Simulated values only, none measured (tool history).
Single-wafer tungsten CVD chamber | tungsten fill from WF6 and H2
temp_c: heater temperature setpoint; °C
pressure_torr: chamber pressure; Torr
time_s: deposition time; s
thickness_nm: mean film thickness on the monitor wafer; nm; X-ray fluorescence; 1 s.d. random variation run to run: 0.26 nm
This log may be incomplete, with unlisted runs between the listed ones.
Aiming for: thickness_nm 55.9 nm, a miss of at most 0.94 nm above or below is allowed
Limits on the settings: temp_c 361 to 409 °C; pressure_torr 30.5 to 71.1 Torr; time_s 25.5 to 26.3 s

run,hour,temp_c,pressure_torr,time_s,thickness_nm
1,0,385,50.8,25.5,75.295
2,3.8,393,50.8,25.5,85.914
3,6.6,388,50.6,25.5,78.653
4,13.1,388,44.7,25.5,75.556
5,13.9,388,41,25.5,73.02
6,21.9,385,40.9,25.5,69.333
7,27.6,383,40.8,25.5,67.365
8,29.4,381,40.7,25.5,65.326
9,36.9,379,40.6,25.5,62.9
10,44.3,378,40.5,25.5,60.633
11,47.3,377,40.5,25.5,60.084
12,50.9,376,40.5,25.5,58.616
13,53.9,375,40.4,25.5,58.467
14,62.7,374,40.4,25.5,56.631

5 next moves are on the table. One of them brings every result within its allowed miss. Which?
A,71.5,380,31.7,25.5,?
B,71.5,370,54.7,25.5,?
C,71.5,377,33.1,26.3,?
D,71.5,372,39,26.3,?
E,71.5,374,38.7,26.1,?

move,thickness_nm
A,58.659
B,58.384
C,58.098
D,55.854
E,57.347
A: the biggest miss grows against the last run
B: the biggest miss grows against the last run
C: the biggest miss grows against the last run
D: all results land within tolerance of their targets
E: the biggest miss grows against the last run
Move D is the one to make.
